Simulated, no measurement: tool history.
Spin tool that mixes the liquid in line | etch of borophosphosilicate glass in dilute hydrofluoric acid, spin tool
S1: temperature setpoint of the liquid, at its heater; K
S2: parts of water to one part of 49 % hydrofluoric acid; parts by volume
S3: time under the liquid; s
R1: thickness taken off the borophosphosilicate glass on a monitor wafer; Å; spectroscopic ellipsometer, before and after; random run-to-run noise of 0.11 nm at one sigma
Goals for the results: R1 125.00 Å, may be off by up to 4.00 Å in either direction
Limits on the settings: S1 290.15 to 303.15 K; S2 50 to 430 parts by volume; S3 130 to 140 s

| run | hour | S1 | S2 | S3 | R1 |
|---|---|---|---|---|---|
| 1 | 0.0 | 295.15 | 240 | 130 | 215.63 |
| 2 | 2.1 | 293.65 | 265 | 130 | 182.24 |
| 3 | 5.6 | 293.65 | 265 | 140 | 194.21 |
| 4 | 12.2 | 293.65 | 265 | 130 | 181.01 |
| 5 | 18.8 | 293.65 | 265 | 130 | 183.33 |
| 6 | 20.2 | 293.65 | 265 | 130 | 183.51 |
| 7 | 23.2 | 292.65 | 285 | 130 | 159.26 |
| 8 | 23.8 | 292.15 | 295 | 130 | 148.30 |
| 9 | 29.1 | 291.65 | 300 | 130 | 144.52 |
| 10 | 30.2 | 291.15 | 305 | 130 | 138.65 |
| 11 | 32.2 | 290.65 | 310 | 130 | 133.41 |
| 12 | 39.3 | 290.65 | 315 | 130 | 128.36 |
| 13 | 44.4 | 290.65 | 315 | 130 | 129.18 |

Which of these 4 next moves meets every target?
| A | 49.5 | 290.15 | 295 | 130 | ? |
| B | 49.5 | 290.15 | 325 | 140 | ? |
| C | 49.5 | 290.15 | 320 | 130 | ? |
| D | 49.5 | 291.65 | 325 | 135 | ? |

| move | R1 |
|---|---|
| A | 138.88 |
| B | 132.42 |
| C | 125.40 |
| D | 134.99 |
A: its largest miss is bigger than the last run's
B: its largest miss is bigger than the last run's
C: hits every target within its allowed miss
D: its largest miss is bigger than the last run's
C meets every target.

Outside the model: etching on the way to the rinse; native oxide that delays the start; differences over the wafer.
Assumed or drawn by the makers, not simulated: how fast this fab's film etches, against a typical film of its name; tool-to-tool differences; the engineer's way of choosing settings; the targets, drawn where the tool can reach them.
